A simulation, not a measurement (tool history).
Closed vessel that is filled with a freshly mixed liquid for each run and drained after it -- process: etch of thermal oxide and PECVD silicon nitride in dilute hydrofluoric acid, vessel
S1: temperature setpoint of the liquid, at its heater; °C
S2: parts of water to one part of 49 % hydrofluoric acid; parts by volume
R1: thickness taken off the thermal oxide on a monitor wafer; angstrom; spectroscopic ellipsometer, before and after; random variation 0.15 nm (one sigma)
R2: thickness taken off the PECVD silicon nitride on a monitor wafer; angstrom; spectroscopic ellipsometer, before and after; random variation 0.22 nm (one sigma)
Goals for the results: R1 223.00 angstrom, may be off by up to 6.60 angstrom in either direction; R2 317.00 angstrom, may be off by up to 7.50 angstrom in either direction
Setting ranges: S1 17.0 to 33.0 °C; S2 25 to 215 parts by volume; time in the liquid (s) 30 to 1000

run 1 hour=0.0 | S1=25.0 S2=120 time_in_the_liquid_(s)=510 | R1=193.82 R2=223.51
run 2 hour=4.5 | S1=27.5 S2=125 time_in_the_liquid_(s)=515 | R1=205.41 R2=257.57
run 3 hour=12.3 | S1=29.0 S2=130 time_in_the_liquid_(s)=520 | R1=209.07 R2=272.47
run 4 hour=15.0 | S1=29.0 S2=130 time_in_the_liquid_(s)=395 | R1=159.86 R2=207.17
run 5 hour=19.1 | S1=29.0 S2=95 time_in_the_liquid_(s)=395 | R1=227.20 R2=285.59
run 6 hour=27.0 | S1=30.0 S2=100 time_in_the_liquid_(s)=400 | R1=226.17 R2=287.26
run 7 hour=35.5 | S1=31.0 S2=105 time_in_the_liquid_(s)=410 | R1=227.48 R2=302.66
run 8 hour=38.3 | S1=31.5 S2=110 time_in_the_liquid_(s)=415 | R1=221.68 R2=302.36

Exactly one of the 5 candidate moves below puts every result within its allowed miss. Which one?
run A hour=41.1 | S1=29.5 S2=115 time_in_the_liquid_(s)=490 | R1=? R2=?
run B hour=41.1 | S1=31.0 S2=110 time_in_the_liquid_(s)=450 | R1=? R2=?
run C hour=41.1 | S1=32.5 S2=130 time_in_the_liquid_(s)=515 | R1=? R2=?
run D hour=41.1 | S1=31.5 S2=145 time_in_the_liquid_(s)=605 | R1=? R2=?
run E hour=41.1 | S1=32.5 S2=120 time_in_the_liquid_(s)=450 | R1=? R2=?

move=A R1=231.98 R2=300.26
move=B R1=237.08 R2=316.61
move=C R1=235.60 R2=335.16
move=D R1=234.50 R2=331.51
move=E R1=226.25 R2=317.78
A: the biggest miss grows against the last run
B: puts the biggest miss on target and leaves a different result outside tolerance
C: moves the result that the last run missed by most past its target, out the other side
D: moves the result that the last run missed by most past its target, out the other side
E: every result within its allowed miss
E is the move that brings every result within its allowed miss.
